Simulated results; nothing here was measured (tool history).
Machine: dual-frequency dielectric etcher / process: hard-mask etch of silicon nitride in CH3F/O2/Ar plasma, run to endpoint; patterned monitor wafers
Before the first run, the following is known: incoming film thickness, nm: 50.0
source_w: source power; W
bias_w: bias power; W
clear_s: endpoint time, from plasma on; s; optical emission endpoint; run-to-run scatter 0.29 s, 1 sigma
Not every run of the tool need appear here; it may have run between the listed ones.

run 1 hour=0.0 | source_w=390 bias_w=65 | clear_s=77.344
run 2 hour=3.5 | source_w=410 bias_w=65 | clear_s=76.257
run 3 hour=4.4 | source_w=430 bias_w=65 | clear_s=75.457
run 4 hour=9.2 | source_w=430 bias_w=58 | clear_s=80.464
run 5 hour=14.4 | source_w=430 bias_w=65 | clear_s=75.504
run 6 hour=22.7 | source_w=370 bias_w=65 | clear_s=78.145
run 7 hour=24.1 | source_w=390 bias_w=66 | clear_s=76.684
run 8 hour=29.9 | source_w=410 bias_w=67 | clear_s=75.344
run 9 hour=30.8 | source_w=430 bias_w=68 | clear_s=73.437
run 10 hour=38.2 | source_w=500 bias_w=69 | clear_s=71.102

What will run 11 give?
run 11 hour=40.4 | source_w=510 bias_w=69 | clear_s=?

Logged for run 11: clear_s 70.660 s.
